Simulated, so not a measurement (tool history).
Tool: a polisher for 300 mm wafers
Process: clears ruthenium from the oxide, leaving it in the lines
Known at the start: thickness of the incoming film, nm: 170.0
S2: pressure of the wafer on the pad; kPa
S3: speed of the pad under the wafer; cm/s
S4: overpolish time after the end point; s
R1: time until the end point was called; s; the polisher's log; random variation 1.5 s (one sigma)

run 1 hour=0.0 | flow_of_slurry_(ml/min)=305 S2=13.1 S3=118 S4=6 | R1=147.36
run 2 hour=5.6 | flow_of_slurry_(ml/min)=305 S2=11.7 S3=118 S4=6 | R1=166.69
run 3 hour=12.7 | flow_of_slurry_(ml/min)=305 S2=13.8 S3=118 S4=6 | R1=143.51
run 4 hour=17.6 | flow_of_slurry_(ml/min)=305 S2=13.8 S3=146 S4=6 | R1=118.90
run 5 hour=22.5 | flow_of_slurry_(ml/min)=305 S2=13.8 S3=146 S4=6 | R1=112.37
run 6 hour=29.4 | flow_of_slurry_(ml/min)=305 S2=13.8 S3=122 S4=6 | R1=140.41
run 7 hour=34.6 | flow_of_slurry_(ml/min)=305 S2=14.5 S3=122 S4=6 | R1=132.21

Run 8 comes next. What will it give?
run 8 hour=43.6 | flow_of_slurry_(ml/min)=305 S2=15.2 S3=122 S4=6 | R1=?

Run 8 gave R1 127.21 s.
